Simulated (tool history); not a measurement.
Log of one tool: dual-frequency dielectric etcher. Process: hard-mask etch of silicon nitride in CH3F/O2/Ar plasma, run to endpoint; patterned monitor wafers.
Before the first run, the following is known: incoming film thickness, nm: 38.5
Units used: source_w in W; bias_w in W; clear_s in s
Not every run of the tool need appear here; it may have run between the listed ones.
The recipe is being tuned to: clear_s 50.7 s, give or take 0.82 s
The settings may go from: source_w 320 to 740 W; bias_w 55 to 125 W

run 1 hour=0 | source_w=530 bias_w=90 | clear_s=46.966
run 2 hour=0.7 | source_w=530 bias_w=101 | clear_s=45.74
run 3 hour=9.1 | source_w=490 bias_w=101 | clear_s=47.514
run 4 hour=11.3 | source_w=570 bias_w=101 | clear_s=43.551
run 5 hour=12.7 | source_w=530 bias_w=100 | clear_s=45.66
run 6 hour=18.1 | source_w=500 bias_w=99 | clear_s=47.146
run 7 hour=21.5 | source_w=480 bias_w=99 | clear_s=48.243
run 8 hour=24 | source_w=470 bias_w=99 | clear_s=48.918
run 9 hour=24.8 | source_w=460 bias_w=99 | clear_s=49.066

Exercise: of the 4 proposed moves below, exactly one satisfies all targets within the stated allowed misses. Which move is it?
run A hour=25.6 | source_w=430 bias_w=104 | clear_s=?
run B hour=25.6 | source_w=450 bias_w=106 | clear_s=?
run C hour=25.6 | source_w=490 bias_w=103 | clear_s=?
run D hour=25.6 | source_w=410 bias_w=103 | clear_s=?

move=A clear_s=50.601
move=B clear_s=49.079
move=C clear_s=47.261
move=D clear_s=52.126
A: each result inside its tolerance
B: no better and no worse than the last run
C: its largest miss is bigger than the last run's
D: takes the biggest miss from the last run beyond its target
A is the move that brings every result within its allowed miss.

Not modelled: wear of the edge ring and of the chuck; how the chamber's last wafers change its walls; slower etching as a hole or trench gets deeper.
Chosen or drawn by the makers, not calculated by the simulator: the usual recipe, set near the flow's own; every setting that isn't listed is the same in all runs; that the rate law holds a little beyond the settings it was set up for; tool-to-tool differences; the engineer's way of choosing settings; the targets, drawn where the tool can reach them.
